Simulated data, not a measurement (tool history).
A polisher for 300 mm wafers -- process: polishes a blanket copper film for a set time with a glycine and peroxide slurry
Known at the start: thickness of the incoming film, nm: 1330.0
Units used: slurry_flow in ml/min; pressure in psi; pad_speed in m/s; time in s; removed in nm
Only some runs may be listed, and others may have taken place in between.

| run | hour | slurry_flow | pressure | pad_speed | time | removed |
|---|---|---|---|---|---|---|
| 1 | 0 | 275 | 3.1 | 1.2 | 28 | 235.81 |
| 2 | 0.6 | 275 | 3.1 | 1.48 | 28 | 275.8 |
| 3 | 4.7 | 275 | 2.7 | 1.44 | 28 | 246.66 |
| 4 | 7.3 | 275 | 2.4 | 1.38 | 28 | 214.89 |
| 5 | 11.2 | 275 | 2.1 | 1.38 | 28 | 198.47 |
| 6 | 13.4 | 220 | 2.1 | 1.38 | 28 | 191.33 |
| 7 | 20.6 | 215 | 1.9 | 1.38 | 28 | 181.24 |
| 8 | 21.7 | 210 | 1.8 | 1.38 | 28 | 171.51 |

Run 9, settings as shown, results not yet in. Your forecast:
| 9 | 25.9 | 195 | 1.5 | 1.38 | 28 | ? |

Run 9 produced removed 151.29 nm.
